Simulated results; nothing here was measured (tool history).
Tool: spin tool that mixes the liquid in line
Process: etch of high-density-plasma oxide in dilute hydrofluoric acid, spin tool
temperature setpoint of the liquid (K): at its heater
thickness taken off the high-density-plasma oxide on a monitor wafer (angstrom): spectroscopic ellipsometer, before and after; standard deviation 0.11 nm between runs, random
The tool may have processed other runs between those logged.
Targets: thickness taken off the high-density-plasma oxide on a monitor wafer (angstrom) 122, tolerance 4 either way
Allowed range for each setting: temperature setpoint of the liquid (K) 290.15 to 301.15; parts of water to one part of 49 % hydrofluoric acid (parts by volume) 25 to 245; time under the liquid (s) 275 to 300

run	day	temperature setpoint of the liquid (K)	parts of water to one part of 49 % hydrofluoric acid (parts by volume)	time under the liquid (s)	thickness taken off the high-density-plasma oxide on a monitor wafer (angstrom)
1	0	293.15	135	275	164.92
2	0.183	293.15	135	275	163.9
3	0.421	293.15	165	275	128.48
4	0.667	293.15	140	275	156.34
5	1.042	293.15	140	275	157.26
6	1.088	292.15	145	275	144.86
7	1.25	292.15	145	275	145.42
# day 1.567: hydrofluoric acid flow meter replaced
8	1.567	291.65	150	275	147.23
9	1.625	291.65	155	275	143.39
10	1.683	291.65	160	275	139.05
11	1.833	291.65	165	275	131.21
12	1.917	291.65	170	275	128.16

Next run, 5 choices. One meets every target within its allowed miss, the rest don't. Which?
A	2	292.15	175	295	?
B	2	290.15	170	280	?
C	2	291.65	175	290	?
D	2	296.15	200	285	?
E	2	294.15	165	275	?

move	thickness taken off the high-density-plasma oxide on a monitor wafer (angstrom)
A	133.46
B	120.94
C	128.62
D	128.28
E	144.2
A: moves away from the targets compared with the last run
B: meets every target
C: moves away from the targets compared with the last run
D: about the same distance from the targets as the last run
E: moves away from the targets compared with the last run
B meets every target.
